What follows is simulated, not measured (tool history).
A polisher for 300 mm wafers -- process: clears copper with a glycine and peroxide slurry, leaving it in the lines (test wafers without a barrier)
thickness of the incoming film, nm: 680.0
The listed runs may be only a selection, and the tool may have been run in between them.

run  hour  flow of slurry (ml/min)  pressure of the wafer on the pad (kPa)  speed of the pad under the wafer (cm/s)  overpolish time after the end point (s)  time until the end point was called (s)  dishing of a wide line in a test structure (nm)
  1     0                      135                                      20                                       90                                       16                                    148.8                                           46.245
  2   5.7                      110                                      20                                       90                                       16                                   155.48                                            44.84
  3  13.3                      110                                    19.3                                       90                                       16                                   160.47                                           46.025
  4    18                      110                                    19.3                                       90                                        9                                   162.71                                           27.701
  5  25.9                      110                                    19.3                                       90                                       10                                   162.04                                           31.085
  6  34.8                      110                                    19.3                                       90                                        5                                   160.69                                           16.518
  7  37.9                      105                                    18.6                                       92                                        7                                   165.05                                           22.017
     45.9  -- worn pad replaced by a new one
  8  45.9                      105                                    17.9                                       94                                        8                                   155.28                                           25.907

Run 9 is up next; what results do you expect?
  9  53.3                      100                                    16.5                                       94                                        9                                        ?                                                ?

time until the end point was called (s): 165.82
dishing of a wide line in a test structure (nm): 27.367

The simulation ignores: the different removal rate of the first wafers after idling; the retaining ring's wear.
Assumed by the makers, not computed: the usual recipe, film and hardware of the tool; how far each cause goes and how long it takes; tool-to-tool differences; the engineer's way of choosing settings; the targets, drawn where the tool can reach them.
